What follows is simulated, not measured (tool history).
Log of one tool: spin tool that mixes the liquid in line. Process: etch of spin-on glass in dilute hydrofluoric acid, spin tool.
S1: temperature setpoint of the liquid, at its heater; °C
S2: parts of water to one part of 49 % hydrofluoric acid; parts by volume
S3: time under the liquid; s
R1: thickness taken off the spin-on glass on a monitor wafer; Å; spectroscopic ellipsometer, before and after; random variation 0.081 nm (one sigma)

{"run": 1, "hour": 0.0, "S1": 25.0, "S2": 230, "S3": 100, "R1": 148.65}
{"run": 2, "hour": 3.9, "S1": 25.0, "S2": 285, "S3": 100, "R1": 113.3}
{"run": 3, "hour": 12.8, "S1": 25.5, "S2": 285, "S3": 100, "R1": 115.27}
{"run": 4, "hour": 13.4, "S1": 26.0, "S2": 285, "S3": 100, "R1": 116.0}
{"run": 5, "hour": 19.2, "S1": 26.0, "S2": 205, "S3": 100, "R1": 176.46}
{"run": 6, "hour": 23.0, "S1": 29.0, "S2": 205, "S3": 100, "R1": 197.81}
{"run": 7, "hour": 24.0, "S1": 26.5, "S2": 205, "S3": 100, "R1": 180.38}
{"run": 8, "hour": 31.4, "S1": 22.5, "S2": 215, "S3": 100, "R1": 148.39}
{"run": 9, "hour": 39.7, "S1": 22.5, "S2": 215, "S3": 100, "R1": 146.39}

Forecast run 10:
{"run": 10, "hour": 41.4, "S1": 21.5, "S2": 215, "S3": 100, "R1": "?"}

Run 10 gave R1 140.76 Å.

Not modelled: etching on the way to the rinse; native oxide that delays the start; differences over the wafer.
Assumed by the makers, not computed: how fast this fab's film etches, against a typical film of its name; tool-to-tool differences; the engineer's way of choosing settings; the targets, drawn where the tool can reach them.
